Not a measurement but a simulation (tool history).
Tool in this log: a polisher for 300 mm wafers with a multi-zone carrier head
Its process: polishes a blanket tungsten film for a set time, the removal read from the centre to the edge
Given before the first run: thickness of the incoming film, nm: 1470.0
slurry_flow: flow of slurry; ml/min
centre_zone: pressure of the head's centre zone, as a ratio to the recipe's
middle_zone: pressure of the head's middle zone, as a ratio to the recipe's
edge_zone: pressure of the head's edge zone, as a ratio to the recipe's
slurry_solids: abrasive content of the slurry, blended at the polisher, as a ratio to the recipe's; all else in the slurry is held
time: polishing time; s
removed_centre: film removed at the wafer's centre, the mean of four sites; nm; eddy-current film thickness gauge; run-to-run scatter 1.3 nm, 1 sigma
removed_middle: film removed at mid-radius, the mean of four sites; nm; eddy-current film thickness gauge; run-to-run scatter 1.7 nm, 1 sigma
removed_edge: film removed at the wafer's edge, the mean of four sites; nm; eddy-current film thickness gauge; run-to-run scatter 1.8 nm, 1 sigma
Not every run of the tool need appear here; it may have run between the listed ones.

Run 1, hour 0.0: slurry_flow 170 ml/min, centre_zone 1.00, middle_zone 1.00, edge_zone 1.00, slurry_solids 1.00, time 41 s. Result: removed_centre 104.140 nm, removed_middle 109.15 nm, removed_edge 108.60 nm.
Run 2, hour 8.7: slurry_flow 175 ml/min, centre_zone 0.98, middle_zone 0.99, edge_zone 1.04, slurry_solids 1.05, time 41 s. Result: removed_centre 109.160 nm, removed_middle 112.56 nm, removed_edge 114.17 nm.
Run 3, hour 11.8: slurry_flow 170 ml/min, centre_zone 0.94, middle_zone 0.98, edge_zone 1.07, slurry_solids 1.05, time 41 s. Result: removed_centre 101.130 nm, removed_middle 111.21 nm, removed_edge 114.23 nm.
Run 4, hour 15.5: slurry_flow 170 ml/min, centre_zone 0.92, middle_zone 0.97, edge_zone 1.09, slurry_solids 1.10, time 41 s. Result: removed_centre 100.960 nm, removed_middle 110.32 nm, removed_edge 120.38 nm.
Run 5, hour 18.3: slurry_flow 170 ml/min, centre_zone 0.92, middle_zone 0.97, edge_zone 1.09, slurry_solids 0.90, time 41 s. Result: removed_centre 93.606 nm, removed_middle 105.56 nm, removed_edge 111.37 nm.
Run 6, hour 25.2: slurry_flow 170 ml/min, centre_zone 0.92, middle_zone 0.93, edge_zone 1.09, slurry_solids 0.90, time 41 s. Result: removed_centre 94.721 nm, removed_middle 100.95 nm, removed_edge 112.51 nm.
Run 7, hour 29.7: slurry_flow 175 ml/min, centre_zone 0.91, middle_zone 0.94, edge_zone 1.11, slurry_solids 0.95, time 41 s. Result: removed_centre 96.519 nm, removed_middle 103.86 nm, removed_edge 115.52 nm.
Run 8, hour 34.8: slurry_flow 180 ml/min, centre_zone 0.90, middle_zone 0.95, edge_zone 1.12, slurry_solids 1.00, time 41 s. Result: removed_centre 95.526 nm, removed_middle 108.60 nm, removed_edge 117.39 nm.
Run 9, hour 36.1: slurry_flow 185 ml/min, centre_zone 0.90, middle_zone 0.95, edge_zone 1.13, slurry_solids 1.05, time 41 s. Result: removed_centre 98.211 nm, removed_middle 110.18 nm, removed_edge 121.88 nm.

Run 10 has not been measured yet. What should we expect?
Run 10, hour 37.2: slurry_flow 190 ml/min, centre_zone 0.90, middle_zone 0.95, edge_zone 1.14, slurry_solids 1.05, time 41 s. Result: removed_centre ?, removed_middle ?, removed_edge ?.

Run 10 came out at removed_centre 99.128 nm, removed_middle 109.32 nm, removed_edge 119.56 nm.

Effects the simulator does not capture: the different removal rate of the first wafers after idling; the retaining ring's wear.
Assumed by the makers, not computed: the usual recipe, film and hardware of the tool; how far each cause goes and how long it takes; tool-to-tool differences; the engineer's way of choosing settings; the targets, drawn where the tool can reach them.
